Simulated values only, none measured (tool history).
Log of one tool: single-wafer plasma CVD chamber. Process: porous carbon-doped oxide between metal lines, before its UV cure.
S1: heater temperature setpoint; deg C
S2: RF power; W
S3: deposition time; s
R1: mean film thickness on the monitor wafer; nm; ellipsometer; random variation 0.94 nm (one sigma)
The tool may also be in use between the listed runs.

run    day   S1   S2    S3      R1
  1  0.000  325  445  38.0  169.17
  2  0.117  322  465  38.1  175.14
  3  0.212  333  465  38.1  166.79
  4  0.371  333  530  38.1  180.32
  5  0.471  333  485  38.1  170.15
  6  0.500  333  485  39.2  176.79
  7  0.862  329  500  39.2  182.18
  8  1.146  325  515  39.2  190.85
  9  1.317  322  520  39.2  196.70
 10  1.646  320  525  39.2  198.58
 11  1.675  318  530  39.2  203.25
 12  1.808  317  530  39.2  204.56
 13  1.962  316  530  39.2  204.99

Run 14 comes next. What will it give?
 14  2.288  315  530  39.2   ?

{"run 14": {"R1": 207.3}}

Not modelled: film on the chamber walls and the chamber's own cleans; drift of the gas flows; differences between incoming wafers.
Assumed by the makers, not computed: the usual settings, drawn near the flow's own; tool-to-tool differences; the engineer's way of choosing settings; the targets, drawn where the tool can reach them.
